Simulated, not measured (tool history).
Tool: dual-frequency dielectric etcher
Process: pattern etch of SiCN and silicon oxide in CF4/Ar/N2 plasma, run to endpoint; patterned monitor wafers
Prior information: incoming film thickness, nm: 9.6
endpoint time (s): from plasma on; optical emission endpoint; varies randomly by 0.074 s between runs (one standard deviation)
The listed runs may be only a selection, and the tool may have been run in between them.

Run 1, hour 0.0: source power (W) 530, bias power (W) 51, Ar flow (sccm) 105, CF4 flow (sccm) 60. Result: endpoint time (s) 11.644.
Run 2, hour 3.6: source power (W) 500, bias power (W) 51, Ar flow (sccm) 105, CF4 flow (sccm) 60. Result: endpoint time (s) 12.252.
Run 3, hour 12.5: source power (W) 480, bias power (W) 51, Ar flow (sccm) 105, CF4 flow (sccm) 60. Result: endpoint time (s) 12.794.
Run 4, hour 21.4: source power (W) 470, bias power (W) 51, Ar flow (sccm) 105, CF4 flow (sccm) 60. Result: endpoint time (s) 12.807.
Run 5, hour 24.8: source power (W) 460, bias power (W) 51, Ar flow (sccm) 105, CF4 flow (sccm) 60. Result: endpoint time (s) 13.115.
Run 6, hour 31.8: source power (W) 460, bias power (W) 47, Ar flow (sccm) 105, CF4 flow (sccm) 60. Result: endpoint time (s) 13.351.
Run 7, hour 37.5: source power (W) 450, bias power (W) 47, Ar flow (sccm) 105, CF4 flow (sccm) 60. Result: endpoint time (s) 13.486.
Run 8, hour 41.3: source power (W) 440, bias power (W) 47, Ar flow (sccm) 105, CF4 flow (sccm) 60. Result: endpoint time (s) 13.751.
Run 9, hour 42.6: source power (W) 430, bias power (W) 47, Ar flow (sccm) 105, CF4 flow (sccm) 60. Result: endpoint time (s) 14.226.

What does the tool deliver on the next run?
Run 10, hour 50.8: source power (W) 410, bias power (W) 47, Ar flow (sccm) 105, CF4 flow (sccm) 60. Result: endpoint time (s) ?.

Run 10 gave endpoint time (s) 14.568.
